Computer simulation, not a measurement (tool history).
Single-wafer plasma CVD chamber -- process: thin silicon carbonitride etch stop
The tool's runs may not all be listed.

| run | hour | RF power (W) | deposition time (s) | mean film thickness on the monitor wafer (Å) |
|---|---|---|---|---|
| 1 | 0 | 270 | 10.2 | 61.3 |
| 2 | 7.5 | 255 | 9.5 | 56.242 |
| 3 | 10.2 | 245 | 9 | 52.313 |
| 4 | 15.3 | 235 | 8.7 | 49.699 |
| 5 | 20.3 | 235 | 9.4 | 54.014 |
| 6 | 25 | 235 | 8.6 | 49.573 |
| 7 | 26 | 225 | 8.4 | 47.338 |
| 8 | 31.1 | 220 | 8.3 | 46.536 |
| 9 | 38.1 | 215 | 8.2 | 45.543 |
| 10 | 44.8 | 210 | 8.2 | 45.384 |
| 11 | 53.1 | 205 | 8.2 | 44.805 |

The next listed run, before its measurement:
| 12 | 58.1 | 200 | 8.2 | ? |

mean film thickness on the monitor wafer (Å): 44.806

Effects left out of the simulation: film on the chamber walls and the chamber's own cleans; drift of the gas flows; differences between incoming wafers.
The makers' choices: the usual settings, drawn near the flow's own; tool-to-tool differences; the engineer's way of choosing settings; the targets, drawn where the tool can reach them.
